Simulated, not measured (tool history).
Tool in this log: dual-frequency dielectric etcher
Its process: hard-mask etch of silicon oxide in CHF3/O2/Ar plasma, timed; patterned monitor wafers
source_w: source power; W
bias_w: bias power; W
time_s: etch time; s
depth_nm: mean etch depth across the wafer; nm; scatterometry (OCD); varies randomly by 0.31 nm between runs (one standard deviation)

{"run": 1, "day": 0.0, "source_w": 850, "bias_w": 188, "time_s": 37.0, "depth_nm": 89.34}
{"run": 2, "day": 0.038, "source_w": 850, "bias_w": 188, "time_s": 37.0, "depth_nm": 88.743}
{"run": 3, "day": 0.35, "source_w": 820, "bias_w": 187, "time_s": 37.0, "depth_nm": 87.852}
{"run": 4, "day": 0.521, "source_w": 820, "bias_w": 187, "time_s": 37.0, "depth_nm": 87.925}
{"run": 5, "day": 0.833, "source_w": 790, "bias_w": 186, "time_s": 37.0, "depth_nm": 86.388}
{"run": 6, "day": 1.029, "source_w": 790, "bias_w": 186, "time_s": 38.5, "depth_nm": 90.634}

The next listed run, before its measurement:
{"run": 7, "day": 1.329, "source_w": 750, "bias_w": 185, "time_s": 38.5, "depth_nm": "?"}

depth_nm: 88.848 nm
